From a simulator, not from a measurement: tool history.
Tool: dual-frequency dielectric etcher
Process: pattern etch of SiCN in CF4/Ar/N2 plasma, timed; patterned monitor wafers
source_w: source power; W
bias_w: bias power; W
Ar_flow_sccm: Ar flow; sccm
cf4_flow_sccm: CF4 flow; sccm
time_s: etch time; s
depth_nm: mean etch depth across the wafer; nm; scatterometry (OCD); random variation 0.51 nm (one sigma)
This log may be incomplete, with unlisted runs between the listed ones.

run	hour	source_w	bias_w	Ar_flow_sccm	cf4_flow_sccm	time_s	depth_nm
1	0.0	370	88	136	80	193.5	160.41
2	3.9	360	88	136	80	193.5	157.33
3	7.3	360	88	136	80	202.0	164.49
4	11.5	350	88	136	80	202.0	161.99
5	14.1	340	88	136	80	202.0	157.92
6	22.4	330	88	136	80	202.0	155.36
7	29.7	320	88	136	80	202.0	153.31

Estimate the outcome of run 8 from the log above:
8	33.6	310	88	136	80	202.0	?

{"run 8": {"depth_nm": 149.07}}

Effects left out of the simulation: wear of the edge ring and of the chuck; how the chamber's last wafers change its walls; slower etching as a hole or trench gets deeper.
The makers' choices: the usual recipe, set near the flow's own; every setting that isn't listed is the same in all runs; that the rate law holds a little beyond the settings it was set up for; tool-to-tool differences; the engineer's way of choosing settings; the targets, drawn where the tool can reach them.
